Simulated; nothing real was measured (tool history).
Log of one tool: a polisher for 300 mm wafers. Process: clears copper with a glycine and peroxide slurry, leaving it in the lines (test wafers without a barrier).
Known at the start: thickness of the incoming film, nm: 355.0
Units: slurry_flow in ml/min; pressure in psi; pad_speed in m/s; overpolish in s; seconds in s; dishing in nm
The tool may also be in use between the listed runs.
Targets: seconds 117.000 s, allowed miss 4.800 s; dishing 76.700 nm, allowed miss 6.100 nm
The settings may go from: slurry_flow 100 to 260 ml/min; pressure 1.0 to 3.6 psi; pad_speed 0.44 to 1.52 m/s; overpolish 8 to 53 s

run 1 hour=0.0 | slurry_flow=165 pressure=2.3 pad_speed=0.98 overpolish=27 | seconds=86.892 dishing=73.616
run 2 hour=2.6 | slurry_flow=165 pressure=2.3 pad_speed=0.98 overpolish=32 | seconds=87.419 dishing=80.714
run 3 hour=7.7 | slurry_flow=165 pressure=2.2 pad_speed=0.98 overpolish=33 | seconds=90.335 dishing=84.771
run 4 hour=8.7 | slurry_flow=165 pressure=2.2 pad_speed=0.98 overpolish=39 | seconds=88.547 dishing=92.597
run 5 hour=11.5 | slurry_flow=165 pressure=2.1 pad_speed=0.98 overpolish=39 | seconds=93.451 dishing=90.545
run 6 hour=14.0 | slurry_flow=165 pressure=2.0 pad_speed=0.98 overpolish=39 | seconds=96.006 dishing=86.328
run 7 hour=16.6 | slurry_flow=150 pressure=1.4 pad_speed=0.96 overpolish=42 | seconds=130.110 dishing=73.237
run 8 hour=22.0 | slurry_flow=150 pressure=1.4 pad_speed=0.96 overpolish=42 | seconds=126.700 dishing=68.788

Which of these 4 next moves meets every target?
run A hour=27.4 | slurry_flow=145 pressure=1.3 pad_speed=0.96 overpolish=30 | seconds=? dishing=?
run B hour=27.4 | slurry_flow=155 pressure=1.3 pad_speed=1.02 overpolish=45 | seconds=? dishing=?
run C hour=27.4 | slurry_flow=140 pressure=1.4 pad_speed=0.98 overpolish=46 | seconds=? dishing=?
run D hour=27.4 | slurry_flow=140 pressure=1.8 pad_speed=0.84 overpolish=39 | seconds=? dishing=?

move=A seconds=136.580 dishing=54.290
move=B seconds=130.830 dishing=73.434
move=C seconds=128.610 dishing=76.096
move=D seconds=118.360 dishing=74.921
A: further off than the last run
B: further off than the last run
C: further off than the last run
D: meets every target
Move D is the one to make.
